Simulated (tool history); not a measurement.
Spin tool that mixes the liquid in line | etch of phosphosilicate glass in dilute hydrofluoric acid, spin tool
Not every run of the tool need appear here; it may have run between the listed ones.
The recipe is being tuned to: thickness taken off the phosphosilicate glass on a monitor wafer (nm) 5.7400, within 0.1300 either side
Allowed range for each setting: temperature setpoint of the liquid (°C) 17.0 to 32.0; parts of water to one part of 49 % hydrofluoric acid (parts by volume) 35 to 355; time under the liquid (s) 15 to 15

run,hour,temperature setpoint of the liquid (°C),parts of water to one part of 49 % hydrofluoric acid (parts by volume),time under the liquid (s),thickness taken off the phosphosilicate glass on a monitor wafer (nm)
1,0.0,24.0,195,15,5.2165
2,1.2,24.0,195,15,5.1607
3,9.7,24.0,155,15,6.8136
4,14.7,23.5,155,15,6.7302
5,17.7,23.5,210,15,4.6616
6,19.0,24.5,210,15,4.8312
7,19.9,25.0,210,15,4.9413
8,27.3,25.5,210,15,5.0218

Consider the 5 candidate settings below. Which is the only one whose results all fall within their allowed miss of target?
A,34.7,26.0,205,15,?
B,34.7,23.0,220,15,?
C,34.7,23.0,175,15,?
D,34.7,25.0,230,15,?
E,34.7,24.0,165,15,?

move,thickness taken off the phosphosilicate glass on a monitor wafer (nm)
A,5.3020
B,4.3579
C,5.7448
D,4.4362
E,6.3985
A: moves toward the targets from the last run without getting all of them in spec
B: lands further from the targets than the last run did
C: all results land within tolerance of their targets
D: lands further from the targets than the last run did
E: takes the result that was furthest off past its target
The right move is C.

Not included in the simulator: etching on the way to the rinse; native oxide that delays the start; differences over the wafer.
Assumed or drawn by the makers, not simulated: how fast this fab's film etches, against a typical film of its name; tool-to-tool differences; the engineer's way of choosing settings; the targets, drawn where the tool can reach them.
